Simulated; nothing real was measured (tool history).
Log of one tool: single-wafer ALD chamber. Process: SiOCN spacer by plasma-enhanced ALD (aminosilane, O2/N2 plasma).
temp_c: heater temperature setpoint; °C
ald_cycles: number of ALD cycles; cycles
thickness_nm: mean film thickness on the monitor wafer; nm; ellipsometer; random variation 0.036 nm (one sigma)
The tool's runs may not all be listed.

run  hour  temp_c  ald_cycles  thickness_nm
  1     0     390         116         7.322
  2   5.1     390         119        7.5254
  3   9.7     390         121        7.5909
  4  18.6     390         123        7.7465
  5  22.4     398         123          7.77
  6  29.4     393         123        7.7054

The next listed run, before its measurement:
  7  34.7     393         125             ?

thickness_nm: 7.8638 nm
